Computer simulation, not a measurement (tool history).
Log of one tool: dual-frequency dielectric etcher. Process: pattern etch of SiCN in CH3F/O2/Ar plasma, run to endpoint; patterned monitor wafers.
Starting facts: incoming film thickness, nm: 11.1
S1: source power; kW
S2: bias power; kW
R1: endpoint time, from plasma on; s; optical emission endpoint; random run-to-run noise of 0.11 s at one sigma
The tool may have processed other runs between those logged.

run 1 hour=0 | S1=0.36 S2=0.071 | R1=27.631
run 2 hour=8.4 | S1=0.37 S2=0.072 | R1=27.174
run 3 hour=11.1 | S1=0.41 S2=0.072 | R1=25.734
run 4 hour=20.1 | S1=0.42 S2=0.072 | R1=25.588
run 5 hour=21.6 | S1=0.48 S2=0.072 | R1=24.123
run 6 hour=27 | S1=0.49 S2=0.074 | R1=23.916
run 7 hour=35.1 | S1=0.49 S2=0.075 | R1=24.025

Predict the results of run 8:
run 8 hour=38.4 | S1=0.49 S2=0.076 | R1=?

Run 8 produced R1 23.667 s.

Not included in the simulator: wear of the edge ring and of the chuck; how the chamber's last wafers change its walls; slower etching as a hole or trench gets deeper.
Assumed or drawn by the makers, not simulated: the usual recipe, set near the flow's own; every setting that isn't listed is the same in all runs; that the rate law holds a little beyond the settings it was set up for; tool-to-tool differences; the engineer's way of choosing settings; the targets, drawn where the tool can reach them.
